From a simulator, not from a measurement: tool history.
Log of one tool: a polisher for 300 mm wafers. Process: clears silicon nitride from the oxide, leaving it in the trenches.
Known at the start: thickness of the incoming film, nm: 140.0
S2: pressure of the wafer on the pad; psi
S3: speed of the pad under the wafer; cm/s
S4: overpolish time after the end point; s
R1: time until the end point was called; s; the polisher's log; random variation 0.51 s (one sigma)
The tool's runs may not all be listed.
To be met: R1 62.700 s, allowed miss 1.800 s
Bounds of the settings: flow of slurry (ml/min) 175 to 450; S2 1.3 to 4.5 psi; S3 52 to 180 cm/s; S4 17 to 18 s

run 1 hour=0.0 | flow_of_slurry_(ml/min)=290 S2=2.9 S3=116 S4=17 | R1=116.370
run 2 hour=7.3 | flow_of_slurry_(ml/min)=290 S2=3.1 S3=116 S4=17 | R1=107.380
run 3 hour=10.1 | flow_of_slurry_(ml/min)=345 S2=3.1 S3=116 S4=17 | R1=105.320
run 4 hour=17.7 | flow_of_slurry_(ml/min)=345 S2=3.3 S3=116 S4=17 | R1=100.530
run 5 hour=26.5 | flow_of_slurry_(ml/min)=345 S2=3.3 S3=104 S4=17 | R1=110.040
run 6 hour=30.9 | flow_of_slurry_(ml/min)=290 S2=3.3 S3=104 S4=17 | R1=114.050
run 7 hour=36.4 | flow_of_slurry_(ml/min)=360 S2=4.1 S3=124 S4=17 | R1=75.667
run 8 hour=42.4 | flow_of_slurry_(ml/min)=360 S2=4.1 S3=126 S4=17 | R1=74.792
run 9 hour=49.4 | flow_of_slurry_(ml/min)=370 S2=4.3 S3=130 S4=17 | R1=69.759
run 10 hour=51.6 | flow_of_slurry_(ml/min)=375 S2=4.4 S3=134 S4=17 | R1=65.984

Which of these 4 next moves meets every target?
run A hour=53.8 | flow_of_slurry_(ml/min)=360 S2=4.2 S3=136 S4=17 | R1=?
run B hour=53.8 | flow_of_slurry_(ml/min)=450 S2=3.9 S3=156 S4=18 | R1=?
run C hour=53.8 | flow_of_slurry_(ml/min)=340 S2=4.0 S3=140 S4=18 | R1=?
run D hour=53.8 | flow_of_slurry_(ml/min)=370 S2=4.5 S3=148 S4=17 | R1=?

move=A R1=67.502
move=B R1=62.174
move=C R1=69.274
move=D R1=57.957
A: further off than the last run
B: meets every target
C: further off than the last run
D: takes the result that was furthest off past its target
Move B is the one to make.

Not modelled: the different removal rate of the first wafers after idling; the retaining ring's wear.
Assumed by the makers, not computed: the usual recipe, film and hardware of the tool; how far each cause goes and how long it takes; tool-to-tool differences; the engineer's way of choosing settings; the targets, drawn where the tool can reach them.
